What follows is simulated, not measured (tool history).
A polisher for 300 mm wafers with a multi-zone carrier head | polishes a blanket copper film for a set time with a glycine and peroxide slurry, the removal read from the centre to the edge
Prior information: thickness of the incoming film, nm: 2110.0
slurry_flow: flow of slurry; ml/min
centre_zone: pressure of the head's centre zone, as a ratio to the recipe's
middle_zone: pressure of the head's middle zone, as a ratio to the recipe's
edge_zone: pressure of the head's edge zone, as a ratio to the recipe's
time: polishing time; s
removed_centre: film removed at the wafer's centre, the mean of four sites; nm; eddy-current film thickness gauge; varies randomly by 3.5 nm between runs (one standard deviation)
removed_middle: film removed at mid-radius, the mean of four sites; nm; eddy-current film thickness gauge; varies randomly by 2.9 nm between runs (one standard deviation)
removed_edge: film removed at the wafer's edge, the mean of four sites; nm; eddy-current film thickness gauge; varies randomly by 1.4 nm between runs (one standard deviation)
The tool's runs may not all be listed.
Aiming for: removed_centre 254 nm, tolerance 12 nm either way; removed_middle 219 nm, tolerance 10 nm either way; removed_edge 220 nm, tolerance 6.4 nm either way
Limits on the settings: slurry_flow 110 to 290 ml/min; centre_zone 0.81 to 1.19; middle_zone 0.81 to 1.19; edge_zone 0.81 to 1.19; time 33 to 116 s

run    day  slurry_flow  centre_zone  middle_zone  edge_zone  time  removed_centre  removed_middle  removed_edge
  1      0          185            1            1          1    74          272.25          259.95        254.09
  2  0.279          185            1         1.05          1    74          269.53          274.73        249.97
  3  0.388          185            1         1.05       1.03    74          268.87          275.52        253.28
  4  0.454          175         1.01         1.02          1    72          259.62          259.62        246.86
  5  0.508          185         1.02            1       0.98    70          262.01          252.16        232.67
  6  0.696          185         1.02            1       0.98    87          318.33          313.37         293.3
  7  1.067          185         1.02         0.97       0.96    82          308.31          286.66        275.88
  8  1.179          180         1.02         0.95       0.94    78          289.55          264.76        257.75
  9  1.471          150         1.01         0.86       0.84    70           245.1          213.41        214.46

Pick the move, out of 5, that brings all results within their allowed miss; only one does.
  A  1.762          165         1.02          0.9       0.81    66               ?               ?             ?
  B  1.762          175         0.93         0.93       0.84    67               ?               ?             ?
  C  1.762          150         1.01         0.81       0.91    68               ?               ?             ?
  D  1.762          110         1.03         0.86       0.81    78               ?               ?             ?
  E  1.762          110         1.01         0.99        0.9    69               ?               ?             ?

move  removed_centre  removed_middle  removed_edge
   A          240.42          212.94        200.68
   B          226.24          224.73         208.6
   C          239.82          197.23        214.98
   D          255.16          218.68        220.75
   E          221.71          217.52        204.33
A: lands further from the targets than the last run did
B: lands further from the targets than the last run did
C: brings the last run's worst result on target, with another outside its allowed miss
D: in spec on every target
E: lands further from the targets than the last run did
Correct choice: D, which meets every target
